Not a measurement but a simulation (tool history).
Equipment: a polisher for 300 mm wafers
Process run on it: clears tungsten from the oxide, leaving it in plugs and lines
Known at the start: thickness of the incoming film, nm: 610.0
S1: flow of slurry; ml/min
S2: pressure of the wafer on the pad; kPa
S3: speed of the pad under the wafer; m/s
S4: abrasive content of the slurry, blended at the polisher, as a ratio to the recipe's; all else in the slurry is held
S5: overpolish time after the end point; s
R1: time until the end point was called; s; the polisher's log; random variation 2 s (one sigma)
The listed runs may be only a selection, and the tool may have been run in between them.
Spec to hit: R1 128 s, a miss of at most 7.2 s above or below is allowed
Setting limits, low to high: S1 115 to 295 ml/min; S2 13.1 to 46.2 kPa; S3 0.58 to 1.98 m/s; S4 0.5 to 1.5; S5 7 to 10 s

{"run": 1, "hour": 0.0, "S1": 190, "S2": 29.6, "S3": 1.28, "S4": 1, "S5": 10, "R1": 97.639}
{"run": 2, "hour": 5.0, "S1": 190, "S2": 27.6, "S3": 1.26, "S4": 1, "S5": 10, "R1": 105.76}
{"run": 3, "hour": 8.6, "S1": 190, "S2": 26.2, "S3": 1.26, "S4": 1, "S5": 10, "R1": 105.98}
{"run": 4, "hour": 12.8, "S1": 190, "S2": 26.2, "S3": 1.26, "S4": 0.85, "S5": 10, "R1": 114.12}
{"run": 5, "hour": 17.8, "S1": 190, "S2": 24.8, "S3": 1.26, "S4": 0.85, "S5": 10, "R1": 119.42}
{"run": 6, "hour": 26.5, "S1": 190, "S2": 24.8, "S3": 1.26, "S4": 1, "S5": 10, "R1": 113.99}
{"run": 7, "hour": 32.6, "S1": 190, "S2": 24.1, "S3": 1.26, "S4": 1, "S5": 10, "R1": 116.75}
{"run": 8, "hour": 36.1, "S1": 190, "S2": 23.4, "S3": 1.26, "S4": 1, "S5": 10, "R1": 114.99}
{"run": 9, "hour": 42.5, "S1": 190, "S2": 20, "S3": 1.24, "S4": 1, "S5": 10, "R1": 136.23}

Which one of the following 5 next-run settings gets every result inside its allowed miss? There is exactly one.
{"run": "A", "hour": 48.9, "S1": 145, "S2": 13.8, "S3": 1.94, "S4": 1.05, "S5": 8, "R1": "?"}
{"run": "B", "hour": 48.9, "S1": 210, "S2": 21.4, "S3": 1, "S4": 1, "S5": 7, "R1": "?"}
{"run": "C", "hour": 48.9, "S1": 115, "S2": 20.7, "S3": 1.28, "S4": 0.95, "S5": 10, "R1": "?"}
{"run": "D", "hour": 48.9, "S1": 190, "S2": 22.8, "S3": 1, "S4": 0.95, "S5": 10, "R1": "?"}
{"run": "E", "hour": 48.9, "S1": 200, "S2": 20, "S3": 1.04, "S4": 1, "S5": 10, "R1": "?"}

move=A R1=125.83
move=B R1=146.77
move=C R1=142.33
move=D R1=143.65
move=E R1=151.04
A: meets every target
B: misses by more than the last run did
C: misses by more than the last run did
D: misses by more than the last run did
E: misses by more than the last run did
Correct choice: A, which meets every target
